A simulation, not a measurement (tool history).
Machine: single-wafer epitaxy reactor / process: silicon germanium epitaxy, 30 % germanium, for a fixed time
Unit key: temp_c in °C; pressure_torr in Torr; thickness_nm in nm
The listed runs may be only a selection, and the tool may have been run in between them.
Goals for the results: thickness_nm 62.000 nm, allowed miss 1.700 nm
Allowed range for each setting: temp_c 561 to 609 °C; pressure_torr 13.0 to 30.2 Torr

run 1 hour=0.0 | temp_c=585 pressure_torr=21.6 | thickness_nm=47.204
run 2 hour=7.7 | temp_c=588 pressure_torr=21.7 | thickness_nm=49.457
run 3 hour=11.0 | temp_c=580 pressure_torr=21.7 | thickness_nm=43.008
run 4 hour=15.1 | temp_c=574 pressure_torr=21.7 | thickness_nm=38.537
run 5 hour=19.7 | temp_c=574 pressure_torr=20.2 | thickness_nm=37.018
run 6 hour=26.9 | temp_c=574 pressure_torr=22.7 | thickness_nm=38.710
run 7 hour=35.2 | temp_c=579 pressure_torr=22.9 | thickness_nm=43.323
run 8 hour=39.0 | temp_c=583 pressure_torr=23.0 | thickness_nm=46.428
run 9 hour=41.5 | temp_c=595 pressure_torr=23.8 | thickness_nm=58.885
run 10 hour=48.3 | temp_c=596 pressure_torr=23.8 | thickness_nm=59.772

5 candidate next runs follow, results not yet known. Just one meets every target within its allowed miss. Identify it.
run A hour=55.1 | temp_c=599 pressure_torr=22.2 | thickness_nm=?
run B hour=55.1 | temp_c=592 pressure_torr=25.7 | thickness_nm=?
run C hour=55.1 | temp_c=593 pressure_torr=23.1 | thickness_nm=?
run D hour=55.1 | temp_c=594 pressure_torr=23.9 | thickness_nm=?
run E hour=55.1 | temp_c=593 pressure_torr=23.2 | thickness_nm=?

move=A thickness_nm=61.496
move=B thickness_nm=57.469
move=C thickness_nm=56.040
move=D thickness_nm=57.874
move=E thickness_nm=56.139
A: all results in spec
B: further off than the last run
C: further off than the last run
D: further off than the last run
E: further off than the last run
The right move is A.
